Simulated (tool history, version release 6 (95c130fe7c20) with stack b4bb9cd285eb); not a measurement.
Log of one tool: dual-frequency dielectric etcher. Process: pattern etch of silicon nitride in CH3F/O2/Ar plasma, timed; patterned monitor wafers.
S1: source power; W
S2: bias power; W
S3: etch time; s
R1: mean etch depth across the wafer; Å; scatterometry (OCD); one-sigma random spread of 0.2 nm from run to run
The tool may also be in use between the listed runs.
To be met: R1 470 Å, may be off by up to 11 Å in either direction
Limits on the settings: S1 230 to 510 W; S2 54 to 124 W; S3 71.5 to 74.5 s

Run 1, hour 0: S1 370 W, S2 89 W, S3 71.5 s. Result: R1 519.98 Å.
Run 2, hour 4.5: S1 370 W, S2 89 W, S3 74.5 s. Result: R1 535.94 Å.
Run 3, hour 5.6: S1 370 W, S2 89 W, S3 74.5 s. Result: R1 542.24 Å.
Run 4, hour 7.8: S1 350 W, S2 87 W, S3 74.5 s. Result: R1 525.8 Å.
Run 5, hour 16.3: S1 350 W, S2 87 W, S3 74.5 s. Result: R1 524.72 Å.
Run 6, hour 22: S1 330 W, S2 86 W, S3 74.5 s. Result: R1 506.02 Å.
Run 7, hour 24.5: S1 320 W, S2 85 W, S3 74.5 s. Result: R1 491.97 Å.
Run 8, hour 32.9: S1 310 W, S2 85 W, S3 74.5 s. Result: R1 488.4 Å.
Run 9, hour 36: S1 300 W, S2 85 W, S3 74.5 s. Result: R1 480.54 Å.

4 next moves are on the table. One of them brings every result within its allowed miss. Which?
Run A, hour 39.1: S1 320 W, S2 88 W, S3 73.5 s. Result: R1 ?.
Run B, hour 39.1: S1 240 W, S2 101 W, S3 72.5 s. Result: R1 ?.
Run C, hour 39.1: S1 310 W, S2 86 W, S3 74.5 s. Result: R1 ?.
Run D, hour 39.1: S1 270 W, S2 104 W, S3 71.5 s. Result: R1 ?.

move      R1
   A  496.01
   B  464.86
   C  489.26
   D  491.54
A: lands further from the targets than the last run did
B: all results in spec
C: lands further from the targets than the last run did
D: lands further from the targets than the last run did
B is the move that brings every result within its allowed miss.
